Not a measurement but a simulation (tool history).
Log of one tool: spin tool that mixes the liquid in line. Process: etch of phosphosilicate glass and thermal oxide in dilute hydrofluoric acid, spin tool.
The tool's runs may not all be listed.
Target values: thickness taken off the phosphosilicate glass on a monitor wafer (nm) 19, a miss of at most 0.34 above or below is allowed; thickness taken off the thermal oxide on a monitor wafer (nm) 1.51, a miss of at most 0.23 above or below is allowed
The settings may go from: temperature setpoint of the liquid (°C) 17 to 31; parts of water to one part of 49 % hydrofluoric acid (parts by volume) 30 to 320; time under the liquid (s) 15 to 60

| run | hour | temperature setpoint of the liquid (°C) | parts of water to one part of 49 % hydrofluoric acid (parts by volume) | time under the liquid (s) | thickness taken off the phosphosilicate glass on a monitor wafer (nm) | thickness taken off the thermal oxide on a monitor wafer (nm) |
|---|---|---|---|---|---|---|
| 1 | 0 | 23 | 175 | 30 | 9.7048 | 0.77928 |
| 2 | 4.8 | 24.5 | 165 | 30 | 11.035 | 0.90151 |
| 3 | 6.5 | 25.5 | 160 | 30 | 11.86 | 0.94625 |
| 4 | 13.5 | 26.5 | 155 | 30 | 12.845 | 1.0379 |
| 5 | 14.1 | 27 | 150 | 30 | 13.579 | 1.1695 |
| 6 | 21.2 | 27.5 | 145 | 30 | 14.344 | 1.113 |
| 7 | 27.5 | 28 | 140 | 30 | 15.328 | 1.2639 |
| 8 | 30 | 28.5 | 140 | 30 | 15.571 | 1.1506 |
| 9 | 32.5 | 28.5 | 135 | 30 | 16.181 | 1.3461 |
| 10 | 35.5 | 29 | 135 | 30 | 16.536 | 1.3727 |
| 11 | 38.5 | 31 | 125 | 30 | 19.522 | 1.4955 |

Which of these 4 next moves meets every target?
| A | 41.5 | 29.5 | 170 | 45 | ? | ? |
| B | 41.5 | 31 | 105 | 25 | ? | ? |
| C | 41.5 | 31 | 120 | 30 | ? | ? |
| D | 41.5 | 27 | 105 | 30 | ? | ? |

| move | thickness taken off the phosphosilicate glass on a monitor wafer (nm) | thickness taken off the thermal oxide on a monitor wafer (nm) |
|---|---|---|
| A | 19.03 | 1.5362 |
| B | 19.722 | 1.5921 |
| C | 20.273 | 1.6365 |
| D | 20.355 | 1.6432 |
A: every result lands within tolerance
B: its largest miss is bigger than the last run's
C: its largest miss is bigger than the last run's
D: its largest miss is bigger than the last run's
The right move is A.

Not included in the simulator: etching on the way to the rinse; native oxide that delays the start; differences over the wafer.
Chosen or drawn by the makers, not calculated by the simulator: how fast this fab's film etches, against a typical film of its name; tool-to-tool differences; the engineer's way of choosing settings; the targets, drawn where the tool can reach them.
